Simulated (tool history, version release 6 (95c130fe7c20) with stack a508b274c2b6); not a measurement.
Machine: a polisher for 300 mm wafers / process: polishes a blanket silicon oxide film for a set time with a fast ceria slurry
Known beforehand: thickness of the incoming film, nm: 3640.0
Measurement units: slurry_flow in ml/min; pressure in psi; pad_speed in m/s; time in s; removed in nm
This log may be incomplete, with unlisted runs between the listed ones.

run 1 hour=0 | slurry_flow=155 pressure=3.3 pad_speed=1 time=24 | removed=376.37
run 2 hour=3.2 | slurry_flow=150 pressure=2.7 pad_speed=0.98 time=24 | removed=319.47
run 3 hour=11.1 | slurry_flow=150 pressure=2.7 pad_speed=1.08 time=24 | removed=346.4
run 4 hour=17.3 | slurry_flow=145 pressure=2.3 pad_speed=1 time=24 | removed=282.1
run 5 hour=23.4 | slurry_flow=140 pressure=2 pad_speed=0.98 time=24 | removed=243.79
run 6 hour=29 | slurry_flow=130 pressure=1.9 pad_speed=0.98 time=24 | removed=236.76
run 7 hour=37.9 | slurry_flow=125 pressure=1.8 pad_speed=0.98 time=24 | removed=223.92
run 8 hour=46.7 | slurry_flow=120 pressure=1.7 pad_speed=0.98 time=24 | removed=212.93

Run 9 has not been measured yet. What should we expect?
run 9 hour=54 | slurry_flow=115 pressure=1.7 pad_speed=0.98 time=24 | removed=?

{"run 9": {"removed": 212.65}}
